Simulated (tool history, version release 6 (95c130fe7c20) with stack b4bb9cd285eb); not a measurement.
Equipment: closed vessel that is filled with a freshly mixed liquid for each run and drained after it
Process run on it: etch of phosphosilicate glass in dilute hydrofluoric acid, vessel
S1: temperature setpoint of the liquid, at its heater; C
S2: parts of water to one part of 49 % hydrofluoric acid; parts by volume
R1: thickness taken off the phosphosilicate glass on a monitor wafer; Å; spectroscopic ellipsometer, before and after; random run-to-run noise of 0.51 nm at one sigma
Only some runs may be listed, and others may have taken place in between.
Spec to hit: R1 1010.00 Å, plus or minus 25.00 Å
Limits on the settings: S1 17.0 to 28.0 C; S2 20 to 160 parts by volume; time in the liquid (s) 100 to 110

{"run": 1, "hour": 0.0, "S1": 20.0, "S2": 90, "time in the liquid (s)": 100, "R1": 633.96}
{"run": 2, "hour": 2.0, "S1": 18.0, "S2": 90, "time in the liquid (s)": 100, "R1": 583.18}
{"run": 3, "hour": 10.5, "S1": 18.0, "S2": 90, "time in the liquid (s)": 110, "R1": 653.71}
{"run": 4, "hour": 14.7, "S1": 19.0, "S2": 90, "time in the liquid (s)": 110, "R1": 677.93}
{"run": 5, "hour": 20.9, "S1": 19.0, "S2": 90, "time in the liquid (s)": 110, "R1": 676.02}
{"run": 6, "hour": 25.8, "S1": 20.0, "S2": 90, "time in the liquid (s)": 110, "R1": 705.25}
{"run": 7, "hour": 27.2, "S1": 21.0, "S2": 90, "time in the liquid (s)": 110, "R1": 732.36}
{"run": 8, "hour": 32.3, "S1": 22.0, "S2": 90, "time in the liquid (s)": 110, "R1": 769.09}
{"run": 9, "hour": 39.5, "S1": 22.0, "S2": 90, "time in the liquid (s)": 110, "R1": 768.48}
{"run": 10, "hour": 44.5, "S1": 26.0, "S2": 85, "time in the liquid (s)": 110, "R1": 957.8}

Which single option among these 4 for the next run brings every result within its allowed miss of target? Just one does.
{"run": "A", "hour": 49.5, "S1": 25.5, "S2": 85, "time in the liquid (s)": 105, "R1": "?"}
{"run": "B", "hour": 49.5, "S1": 28.0, "S2": 90, "time in the liquid (s)": 100, "R1": "?"}
{"run": "C", "hour": 49.5, "S1": 25.5, "S2": 85, "time in the liquid (s)": 110, "R1": "?"}
{"run": "D", "hour": 49.5, "S1": 22.0, "S2": 70, "time in the liquid (s)": 110, "R1": "?"}

move=A R1=897.05
move=B R1=884.80
move=C R1=939.77
move=D R1=1007.30
A: further off than the last run
B: further off than the last run
C: further off than the last run
D: all results land within tolerance of their targets
So the answer is move D, the one that meets all the targets.
